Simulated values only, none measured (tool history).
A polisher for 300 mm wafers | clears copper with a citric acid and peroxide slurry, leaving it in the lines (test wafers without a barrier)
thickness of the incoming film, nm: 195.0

run,day,flow of slurry (ml/min),pressure of the wafer on the pad (psi),speed of the pad under the wafer (cm/s),abrasive content of the slurry,overpolish time after the end point (s),time until the end point was called (s),dishing of a wide line in a test structure (Å)
1,0.000,290,3.4,90,1.00,8,87.187,138.61
2,0.125,290,3.9,90,1.00,8,77.763,147.40
3,0.212,290,4.5,90,1.00,8,69.147,174.20
4,0.458,250,4.5,90,1.00,8,68.393,168.61
5,0.625,250,4.5,106,1.00,8,59.689,196.73
6,0.758,250,4.5,106,0.85,8,61.876,185.78
7,0.908,250,4.7,106,0.85,8,60.073,195.10
8,1.183,250,4.9,106,0.85,8,57.843,200.28

The next listed run, before its measurement:
9,1.250,250,5.0,106,0.85,8,?,?

Run 9 gave time until the end point was called (s) 56.449, dishing of a wide line in a test structure (Å) 212.53.

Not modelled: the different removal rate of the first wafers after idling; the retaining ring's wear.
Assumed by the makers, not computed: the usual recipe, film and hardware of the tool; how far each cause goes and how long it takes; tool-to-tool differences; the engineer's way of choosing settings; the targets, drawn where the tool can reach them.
